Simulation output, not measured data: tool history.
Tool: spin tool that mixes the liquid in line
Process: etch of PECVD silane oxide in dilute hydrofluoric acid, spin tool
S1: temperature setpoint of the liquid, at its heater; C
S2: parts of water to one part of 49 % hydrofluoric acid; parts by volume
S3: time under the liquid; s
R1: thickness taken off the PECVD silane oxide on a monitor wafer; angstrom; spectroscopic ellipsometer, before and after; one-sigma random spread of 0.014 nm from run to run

run  hour    S1   S2  S3      R1
  1     0    24  200  15  37.845
  2   1.7    24  200  15  37.391
  3   2.2    24  200  15  37.713
  4   9.2    22  215  15  31.573
  5  13.9  20.5  220  15  28.704
  6  19.8  22.5  220  15  31.575
  7  23.5    21  225  15  28.728

Estimate the outcome of run 8 from the log above:
  8  28.2  20  230  15   ?

R1: 27.484 angstrom
